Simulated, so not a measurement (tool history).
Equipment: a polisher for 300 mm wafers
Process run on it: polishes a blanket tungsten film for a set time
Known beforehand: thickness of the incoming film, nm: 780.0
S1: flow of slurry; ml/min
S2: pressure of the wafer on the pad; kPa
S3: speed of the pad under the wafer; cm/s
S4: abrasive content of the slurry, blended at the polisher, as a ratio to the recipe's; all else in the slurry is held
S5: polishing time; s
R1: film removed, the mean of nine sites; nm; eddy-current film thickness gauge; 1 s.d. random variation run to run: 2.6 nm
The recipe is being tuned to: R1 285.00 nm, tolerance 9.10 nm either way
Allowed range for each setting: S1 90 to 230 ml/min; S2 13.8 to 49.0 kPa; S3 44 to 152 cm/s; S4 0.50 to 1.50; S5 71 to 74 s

run  hour   S1    S2  S3    S4  S5      R1
  1   0.0  150  31.0  98  1.00  71  417.83
  2   1.9  150  31.0  98  1.00  71  415.22
  3   4.2  130  31.0  98  1.00  71  399.51
  4  11.3  125  29.0  98  1.00  71  379.76
  5  13.8  105  29.0  98  1.00  71  372.15
  6  21.8  105  26.9  98  1.00  71  347.57
  7  27.7  105  25.5  98  1.00  71  336.85
  8  32.5  100  19.3  98  1.00  71  253.42

5 candidate next runs follow, results not yet known. Just one meets every target within its allowed miss. Identify it.
  A  37.3  105  20.0   68  1.05  71   ?
  B  37.3   90  18.6   92  1.00  71   ?
  C  37.3   90  19.3  104  0.90  74   ?
  D  37.3   90  20.0  100  1.05  73   ?
  E  37.3  115  22.8   80  1.05  74   ?

move      R1
   A  215.70
   B  230.72
   C  258.62
   D  271.60
   E  280.73
A: lands further from the targets than the last run did
B: lands further from the targets than the last run did
C: nearer the targets than the last run, but a result is still out of spec
D: nearer the targets than the last run, but a result is still out of spec
E: all results in spec
E meets every target.

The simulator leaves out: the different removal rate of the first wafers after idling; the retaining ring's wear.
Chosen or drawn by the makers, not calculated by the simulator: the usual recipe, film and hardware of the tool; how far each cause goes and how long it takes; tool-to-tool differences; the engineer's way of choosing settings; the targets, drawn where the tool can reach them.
